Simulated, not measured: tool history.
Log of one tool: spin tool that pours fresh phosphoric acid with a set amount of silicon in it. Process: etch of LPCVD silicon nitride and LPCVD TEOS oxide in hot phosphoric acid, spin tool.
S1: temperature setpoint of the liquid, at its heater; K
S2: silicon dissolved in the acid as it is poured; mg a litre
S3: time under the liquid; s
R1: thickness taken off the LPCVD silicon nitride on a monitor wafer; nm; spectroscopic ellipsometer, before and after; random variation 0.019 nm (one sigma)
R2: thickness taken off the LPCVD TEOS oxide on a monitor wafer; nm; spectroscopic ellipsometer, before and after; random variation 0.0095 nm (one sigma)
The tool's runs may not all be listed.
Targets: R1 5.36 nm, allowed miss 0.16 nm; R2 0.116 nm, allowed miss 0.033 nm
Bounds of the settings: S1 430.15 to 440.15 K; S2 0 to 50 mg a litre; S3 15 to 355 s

run  hour      S1   S2   S3      R1        R2
  1     0  435.15   22  180  16.032   0.28654
  2   6.7  435.15   10  180  16.014   0.40221
  3  12.7  433.65  9.5  130  11.023   0.21112
  4  17.3  433.65  9.5  190   16.06   0.37402
  5  21.8  433.65    1  190  16.109   0.46105
  6  23.2  435.15    1  190  17.008   0.44066
  7  30.2  433.65  0.5  140  11.857   0.29372
  8  39.2  432.65  0.5  105  8.5849     0.216
  9  41.7  432.15  1.5   90  7.2223   0.18517
 10    48  431.65    4   85  6.7831   0.16726
 11  50.8  431.65    4   85  6.7367   0.17369
 12  55.7  431.15  7.5   80  6.2678   0.13427
 13  60.7  430.65    6   50  3.8557  0.090038
 14  66.7  431.65  6.5   50  3.9795   0.09628
 15  73.6  431.15  6.5   55  4.2793   0.10091
 16  76.7  431.15  6.5   55  4.3198   0.10931
 17  84.1  432.15  7.5   60  4.8247    0.1122
 18  87.2  432.65    8   60  4.9383   0.12005

4 next moves are on the table. One of them brings every result within its allowed miss. Which?
  A  90.3  432.65   16  70   ?   ?
  B  90.3  432.15   22  60   ?   ?
  C  90.3  430.15   29  75   ?   ?
  D  90.3  430.65  8.5  70   ?   ?

move      R1        R2
   A  5.7301  0.096604
   B  4.8287  0.067485
   C  5.6367  0.057151
   D   5.352  0.099079
A: takes the result that was furthest off past its target
B: further off than the last run
C: takes the result that was furthest off past its target
D: meets every target
Move D is the one to make.

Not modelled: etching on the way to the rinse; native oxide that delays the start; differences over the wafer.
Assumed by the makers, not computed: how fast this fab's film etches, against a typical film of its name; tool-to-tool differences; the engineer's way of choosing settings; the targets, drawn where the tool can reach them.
